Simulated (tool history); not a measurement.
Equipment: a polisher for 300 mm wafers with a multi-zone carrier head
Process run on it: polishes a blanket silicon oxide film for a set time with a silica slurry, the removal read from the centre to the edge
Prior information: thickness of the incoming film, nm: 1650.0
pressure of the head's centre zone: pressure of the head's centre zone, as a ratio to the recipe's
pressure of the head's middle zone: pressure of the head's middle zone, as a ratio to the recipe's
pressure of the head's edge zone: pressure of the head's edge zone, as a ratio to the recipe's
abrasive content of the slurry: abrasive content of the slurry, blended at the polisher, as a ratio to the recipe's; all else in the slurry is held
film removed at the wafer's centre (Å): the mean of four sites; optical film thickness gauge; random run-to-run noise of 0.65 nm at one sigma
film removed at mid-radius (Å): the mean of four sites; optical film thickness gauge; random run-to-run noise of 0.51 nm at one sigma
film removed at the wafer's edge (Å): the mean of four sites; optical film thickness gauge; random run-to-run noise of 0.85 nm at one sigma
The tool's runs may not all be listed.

run,hour,flow of slurry (ml/min),pressure of the head's centre zone,pressure of the head's middle zone,pressure of the head's edge zone,abrasive content of the slurry,polishing time (s),film removed at the wafer's centre (Å),film removed at mid-radius (Å),film removed at the wafer's edge (Å)
1,0.0,215,1.00,1.00,1.00,1.00,52,1364.00,1295.90,1315.10
2,8.8,210,0.98,0.98,0.97,0.90,49,1191.40,1184.00,1206.40
3,11.0,210,0.98,0.98,1.02,0.90,49,1198.10,1167.30,1211.70
4,19.5,210,0.98,0.98,1.02,0.90,40,970.43,955.77,1001.20
5,26.3,210,0.99,0.98,1.01,0.80,39,917.75,888.52,909.61
6,27.1,210,0.99,0.98,0.94,0.80,39,923.15,893.41,896.25
7,34.6,205,0.98,0.97,0.93,0.75,39,890.55,851.89,852.79
8,40.3,195,0.96,0.95,0.92,0.70,39,845.62,828.71,844.04

Run 9 is up next; what results do you expect?
9,46.1,190,0.95,0.94,0.91,0.65,39,?,?,?

Run 9 measured film removed at the wafer's centre (Å) 798.77, film removed at mid-radius (Å) 782.27, film removed at the wafer's edge (Å) 802.34.

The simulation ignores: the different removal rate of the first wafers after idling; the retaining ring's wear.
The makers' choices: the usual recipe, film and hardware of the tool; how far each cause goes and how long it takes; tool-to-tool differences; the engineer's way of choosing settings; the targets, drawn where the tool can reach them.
